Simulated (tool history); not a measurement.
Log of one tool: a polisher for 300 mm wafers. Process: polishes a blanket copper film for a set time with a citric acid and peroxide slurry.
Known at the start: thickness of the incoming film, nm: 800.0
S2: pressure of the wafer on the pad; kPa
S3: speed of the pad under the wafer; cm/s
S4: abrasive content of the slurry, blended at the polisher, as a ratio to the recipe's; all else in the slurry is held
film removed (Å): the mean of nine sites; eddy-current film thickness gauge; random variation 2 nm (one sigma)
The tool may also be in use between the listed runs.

{"run": 1, "hour": 0.0, "flow of slurry (ml/min)": 215, "S2": 15.2, "S3": 88, "S4": 1.0, "polishing time (s)": 51, "film removed (Å)": 833.8}
{"run": 2, "hour": 2.0, "flow of slurry (ml/min)": 215, "S2": 15.2, "S3": 98, "S4": 1.0, "polishing time (s)": 51, "film removed (Å)": 936.75}
{"run": 3, "hour": 3.1, "flow of slurry (ml/min)": 215, "S2": 15.2, "S3": 106, "S4": 1.0, "polishing time (s)": 51, "film removed (Å)": 992.25}
{"run": 4, "hour": 5.4, "flow of slurry (ml/min)": 215, "S2": 15.2, "S3": 92, "S4": 1.0, "polishing time (s)": 51, "film removed (Å)": 889.54}
{"run": 5, "hour": 13.1, "flow of slurry (ml/min)": 215, "S2": 15.2, "S3": 104, "S4": 1.0, "polishing time (s)": 51, "film removed (Å)": 980.6}
{"run": 6, "hour": 14.9, "flow of slurry (ml/min)": 215, "S2": 13.8, "S3": 104, "S4": 1.0, "polishing time (s)": 51, "film removed (Å)": 909.46}

Run 7 comes next. What will it give?
{"run": 7, "hour": 17.3, "flow of slurry (ml/min)": 215, "S2": 15.9, "S3": 106, "S4": 1.0, "polishing time (s)": 51, "film removed (Å)": "?"}

Run 7 gave film removed (Å) 1065.20.
